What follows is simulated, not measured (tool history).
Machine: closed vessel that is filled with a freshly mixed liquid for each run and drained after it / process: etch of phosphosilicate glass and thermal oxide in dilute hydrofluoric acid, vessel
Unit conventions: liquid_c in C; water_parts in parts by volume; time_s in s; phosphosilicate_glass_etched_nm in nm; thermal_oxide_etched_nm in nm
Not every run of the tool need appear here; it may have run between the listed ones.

| run | hour | liquid_c | water_parts | time_s | phosphosilicate_glass_etched_nm | thermal_oxide_etched_nm |
|---|---|---|---|---|---|---|
| 1 | 0.0 | 24.0 | 225 | 90 | 21.978 | 1.8014 |
| 2 | 4.5 | 25.0 | 225 | 90 | 23.375 | 1.8731 |
| 3 | 10.6 | 25.5 | 225 | 90 | 23.466 | 1.8108 |
| 4 | 18.8 | 25.5 | 220 | 90 | 23.929 | 1.9098 |
| 5 | 19.8 | 26.0 | 215 | 90 | 25.292 | 2.0218 |
| 6 | 23.5 | 26.5 | 215 | 90 | 25.617 | 2.0053 |
| 7 | 27.9 | 26.5 | 210 | 90 | 26.534 | 2.0327 |
| 8 | 31.0 | 26.5 | 205 | 90 | 27.463 | 2.1097 |

Predict the results of run 9:
| 9 | 38.2 | 26.5 | 200 | 90 | ? | ? |

phosphosilicate_glass_etched_nm: 28.022 nm
thermal_oxide_etched_nm: 2.1470 nm
